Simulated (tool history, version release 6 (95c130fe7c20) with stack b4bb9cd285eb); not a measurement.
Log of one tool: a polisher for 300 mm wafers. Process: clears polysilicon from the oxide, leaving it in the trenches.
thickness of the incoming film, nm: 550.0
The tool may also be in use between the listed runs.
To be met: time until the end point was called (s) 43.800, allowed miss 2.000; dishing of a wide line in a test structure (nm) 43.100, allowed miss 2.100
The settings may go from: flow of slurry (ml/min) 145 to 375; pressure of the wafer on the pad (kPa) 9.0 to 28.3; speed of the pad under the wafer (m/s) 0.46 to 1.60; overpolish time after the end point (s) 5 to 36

run,hour,flow of slurry (ml/min),pressure of the wafer on the pad (kPa),speed of the pad under the wafer (m/s),overpolish time after the end point (s),time until the end point was called (s),dishing of a wide line in a test structure (nm)
1,0.0,240,18.6,1.02,18,47.279,56.903
2,2.8,240,18.6,1.02,15,46.338,57.415
3,11.8,205,18.6,1.02,15,48.775,55.145
4,13.8,195,19.3,1.02,13,47.142,55.649
5,16.4,185,18.6,1.08,11,46.270,52.485
6,17.7,175,17.2,1.16,10,45.368,51.219
7,20.8,170,15.9,1.24,9,46.991,49.533
# hour 26.9: head pressure recalibrated
8,26.9,145,11.7,1.52,5,46.649,37.859

Which of these 5 next moves meets every target?
A,33.0,150,13.8,1.26,9,?,?
B,33.0,145,9.7,1.60,5,?,?
C,33.0,195,13.1,1.38,6,?,?
D,33.0,205,9.0,1.60,8,?,?
E,33.0,145,10.3,1.56,5,?,?

move,time until the end point was called (s),dishing of a wide line in a test structure (nm)
A,48.984,48.981
B,49.758,36.900
C,44.289,43.208
D,48.931,46.892
E,48.783,37.325
A: takes the result that was furthest off past its target
B: further off than the last run
C: meets every target
D: takes the result that was furthest off past its target
E: further off than the last run
Answer: C
